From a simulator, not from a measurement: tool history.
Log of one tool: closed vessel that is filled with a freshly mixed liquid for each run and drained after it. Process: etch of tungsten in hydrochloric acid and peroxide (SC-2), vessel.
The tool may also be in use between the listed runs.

run	hour	temperature setpoint of the liquid (C)	parts of water to one part each of 37 % hydrochloric acid and 30 % peroxide (parts by volume)	time in the liquid (s)	thickness taken off the tungsten on a monitor wafer (nm)
1	0.0	48.0	7.0	145	24.000
2	9.1	48.0	5.5	145	28.917
3	15.3	42.5	5.5	145	19.590
4	24.6	42.5	4.0	145	24.306
5	26.0	42.5	4.0	155	26.220
6	31.7	42.5	4.0	145	24.601
7	33.8	45.5	4.0	145	30.210
8	38.1	47.5	4.0	145	34.494
9	42.0	49.5	4.0	145	39.462

The next listed run, before its measurement:
10	43.8	57.5	4.0	145	?

Run 10 gave thickness taken off the tungsten on a monitor wafer (nm) 66.242.

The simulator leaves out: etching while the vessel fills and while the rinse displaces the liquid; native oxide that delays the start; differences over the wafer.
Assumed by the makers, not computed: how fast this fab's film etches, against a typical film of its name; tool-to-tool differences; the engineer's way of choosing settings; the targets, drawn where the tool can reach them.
